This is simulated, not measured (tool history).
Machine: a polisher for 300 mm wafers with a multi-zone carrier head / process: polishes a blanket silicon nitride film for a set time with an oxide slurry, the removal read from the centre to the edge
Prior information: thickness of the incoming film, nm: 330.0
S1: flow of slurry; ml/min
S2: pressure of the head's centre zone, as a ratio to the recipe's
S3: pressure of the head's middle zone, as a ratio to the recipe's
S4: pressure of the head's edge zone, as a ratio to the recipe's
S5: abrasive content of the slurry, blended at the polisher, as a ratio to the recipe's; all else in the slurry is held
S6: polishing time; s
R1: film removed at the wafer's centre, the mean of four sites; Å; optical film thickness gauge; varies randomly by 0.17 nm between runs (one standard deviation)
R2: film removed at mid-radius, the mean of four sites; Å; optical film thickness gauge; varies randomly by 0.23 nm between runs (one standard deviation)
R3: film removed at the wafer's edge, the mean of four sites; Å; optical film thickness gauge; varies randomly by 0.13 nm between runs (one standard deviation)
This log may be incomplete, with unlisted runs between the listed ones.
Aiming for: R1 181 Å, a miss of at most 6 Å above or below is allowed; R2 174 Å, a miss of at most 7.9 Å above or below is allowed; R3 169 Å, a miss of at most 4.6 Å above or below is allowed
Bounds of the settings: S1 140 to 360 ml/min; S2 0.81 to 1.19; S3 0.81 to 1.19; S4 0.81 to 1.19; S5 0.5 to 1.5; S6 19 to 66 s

run	hour	S1	S2	S3	S4	S5	S6	R1	R2	R3
1	0	230	1	1	1	1	42	213.55	221.73	226.28
2	8.7	230	1.01	1	0.98	0.95	42	215.37	220.03	222.19
3	16.9	230	1.08	1	0.98	0.95	42	226.81	216.87	221.58
4	23.7	230	1.08	1	0.98	0.95	34	186.82	175.13	181.34
5	30.4	230	1.02	1	0.98	0.95	34	174.86	175.09	180.72
6	36.1	230	1.03	1	0.96	0.95	34	177.86	175.44	179.48
7	42.5	230	1.03	1	0.95	0.95	34	177.9	175.55	177.81
8	45.1	230	1.03	1	0.94	0.95	34	177.53	177.94	179.55
9	46.6	230	1.04	1	0.93	0.95	34	176.21	175.57	179.1
10	52.4	230	1.05	1.01	0.93	0.95	34	180.4	177.71	177.65

Exercise: of the 5 proposed moves below, exactly one satisfies all targets within the stated allowed misses. Which move is it?
A	58.2	225	1.03	0.94	1.04	0.95	35	?	?	?
B	58.2	225	1.03	0.86	0.94	0.85	37	?	?	?
C	58.2	220	1.09	1.03	0.89	0.95	33	?	?	?
D	58.2	350	1.19	1.15	0.92	0.85	31	?	?	?
E	58.2	215	1.07	1.02	0.93	1.05	34	?	?	?

move	R1	R2	R3
A	180.62	172.17	189.45
B	183.69	162.75	186.06
C	180.05	174.99	168.6
D	184.89	179.81	157.97
E	187.97	184.65	182.19
A: the biggest miss grows against the last run
B: the biggest miss grows against the last run
C: every result within its allowed miss
D: moves the result that the last run missed by most past its target, out the other side
E: the biggest miss grows against the last run
The right move is C.
